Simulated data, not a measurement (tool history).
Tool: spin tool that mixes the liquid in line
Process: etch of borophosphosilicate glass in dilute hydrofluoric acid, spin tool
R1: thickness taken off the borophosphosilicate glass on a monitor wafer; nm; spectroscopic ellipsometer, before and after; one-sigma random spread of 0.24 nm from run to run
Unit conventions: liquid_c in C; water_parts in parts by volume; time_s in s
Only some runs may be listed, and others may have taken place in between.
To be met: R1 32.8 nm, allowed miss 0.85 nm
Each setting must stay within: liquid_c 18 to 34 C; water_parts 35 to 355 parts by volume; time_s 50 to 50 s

{"run": 1, "hour": 0.0, "liquid_c": 26, "water_parts": 195, "time_s": 50, "R1": 16.787}
{"run": 2, "hour": 1.8, "liquid_c": 27, "water_parts": 190, "time_s": 50, "R1": 18.085}
{"run": 3, "hour": 10.0, "liquid_c": 27, "water_parts": 190, "time_s": 50, "R1": 17.796}
{"run": 4, "hour": 18.6, "liquid_c": 29, "water_parts": 190, "time_s": 50, "R1": 18.925}
{"run": 5, "hour": 23.3, "liquid_c": 26, "water_parts": 190, "time_s": 50, "R1": 17.294}
{"run": 6, "hour": 25.0, "liquid_c": 29.5, "water_parts": 190, "time_s": 50, "R1": 19.546}
{"run": 7, "hour": 30.0, "liquid_c": 30, "water_parts": 185, "time_s": 50, "R1": 20.487}
{"run": 8, "hour": 35.6, "liquid_c": 30.5, "water_parts": 180, "time_s": 50, "R1": 21.511}
{"run": 9, "hour": 43.3, "liquid_c": 31, "water_parts": 175, "time_s": 50, "R1": 22.692}
{"run": 10, "hour": 52.0, "liquid_c": 31.5, "water_parts": 170, "time_s": 50, "R1": 24.052}
{"run": 11, "hour": 56.0, "liquid_c": 32, "water_parts": 165, "time_s": 50, "R1": 25.384}
{"run": 12, "hour": 64.5, "liquid_c": 32, "water_parts": 160, "time_s": 50, "R1": 26.441}
{"run": 13, "hour": 70.4, "liquid_c": 33, "water_parts": 145, "time_s": 50, "R1": 30.56}

Consider the 5 candidate settings below. Which is the only one whose results all fall within their allowed miss of target?
{"run": "A", "hour": 76.3, "liquid_c": 31, "water_parts": 130, "time_s": 50, "R1": "?"}
{"run": "B", "hour": 76.3, "liquid_c": 34, "water_parts": 150, "time_s": 50, "R1": "?"}
{"run": "C", "hour": 76.3, "liquid_c": 32.5, "water_parts": 130, "time_s": 50, "R1": "?"}
{"run": "D", "hour": 76.3, "liquid_c": 31.5, "water_parts": 125, "time_s": 50, "R1": "?"}
{"run": "E", "hour": 76.3, "liquid_c": 29.5, "water_parts": 115, "time_s": 50, "R1": "?"}

move=A R1=32.599
move=B R1=30.541
move=C R1=34.403
move=D R1=34.763
move=E R1=35.603
A: meets every target
B: no better and no worse than the last run
C: takes the result that was furthest off past its target
D: takes the result that was furthest off past its target
E: takes the result that was furthest off past its target
The move that meets every target is A.

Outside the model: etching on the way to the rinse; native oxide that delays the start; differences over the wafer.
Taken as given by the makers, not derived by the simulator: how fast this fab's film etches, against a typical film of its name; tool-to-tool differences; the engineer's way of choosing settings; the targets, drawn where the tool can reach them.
